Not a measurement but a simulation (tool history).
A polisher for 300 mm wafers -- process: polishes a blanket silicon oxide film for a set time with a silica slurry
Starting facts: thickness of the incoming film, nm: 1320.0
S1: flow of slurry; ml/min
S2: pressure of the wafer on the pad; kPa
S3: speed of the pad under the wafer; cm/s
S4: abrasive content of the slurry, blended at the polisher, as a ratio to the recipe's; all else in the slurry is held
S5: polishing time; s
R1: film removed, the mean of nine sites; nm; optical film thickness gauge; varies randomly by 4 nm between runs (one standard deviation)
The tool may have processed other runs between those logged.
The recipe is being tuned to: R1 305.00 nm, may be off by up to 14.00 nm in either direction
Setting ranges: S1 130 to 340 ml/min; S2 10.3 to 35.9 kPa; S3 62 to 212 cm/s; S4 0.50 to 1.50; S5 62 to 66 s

{"run": 1, "day": 0.0, "S1": 220, "S2": 22.8, "S3": 136, "S4": 1.0, "S5": 62, "R1": 208.94}
{"run": 2, "day": 0.212, "S1": 220, "S2": 22.8, "S3": 136, "S4": 1.1, "S5": 62, "R1": 226.19}
{"run": 3, "day": 0.558, "S1": 220, "S2": 22.8, "S3": 102, "S4": 1.1, "S5": 62, "R1": 173.55}
{"run": 4, "day": 0.883, "S1": 220, "S2": 22.8, "S3": 102, "S4": 1.0, "S5": 62, "R1": 168.38}
{"run": 5, "day": 1.017, "S1": 220, "S2": 26.9, "S3": 104, "S4": 1.0, "S5": 62, "R1": 186.35}
{"run": 6, "day": 1.275, "S1": 220, "S2": 26.9, "S3": 104, "S4": 1.0, "S5": 66, "R1": 208.5}
{"run": 7, "day": 1.375, "S1": 220, "S2": 26.9, "S3": 104, "S4": 1.0, "S5": 66, "R1": 204.86}
{"day": 1.588, "done": "slurry nozzle cleaned"}
{"run": 8, "day": 1.588, "S1": 220, "S2": 29.6, "S3": 110, "S4": 1.0, "S5": 66, "R1": 248.54}

Exercise: of the 5 proposed moves below, exactly one satisfies all targets within the stated allowed misses. Which move is it?
{"run": "A", "day": 1.8, "S1": 245, "S2": 25.5, "S3": 122, "S4": 1.45, "S5": 66, "R1": "?"}
{"run": "B", "day": 1.8, "S1": 220, "S2": 22.1, "S3": 110, "S4": 1.0, "S5": 62, "R1": "?"}
{"run": "C", "day": 1.8, "S1": 260, "S2": 35.9, "S3": 100, "S4": 0.8, "S5": 66, "R1": "?"}
{"run": "D", "day": 1.8, "S1": 270, "S2": 24.8, "S3": 92, "S4": 0.95, "S5": 62, "R1": "?"}
{"run": "E", "day": 1.8, "S1": 210, "S2": 27.6, "S3": 130, "S4": 1.0, "S5": 65, "R1": "?"}

move=A R1=295.91
move=B R1=188.08
move=C R1=228.93
move=D R1=175.18
move=E R1=261.95
A: meets every target
B: moves away from the targets compared with the last run
C: moves away from the targets compared with the last run
D: moves away from the targets compared with the last run
E: nearer the targets than the last run, but a result is still out of spec
Go with A: it meets all targets.

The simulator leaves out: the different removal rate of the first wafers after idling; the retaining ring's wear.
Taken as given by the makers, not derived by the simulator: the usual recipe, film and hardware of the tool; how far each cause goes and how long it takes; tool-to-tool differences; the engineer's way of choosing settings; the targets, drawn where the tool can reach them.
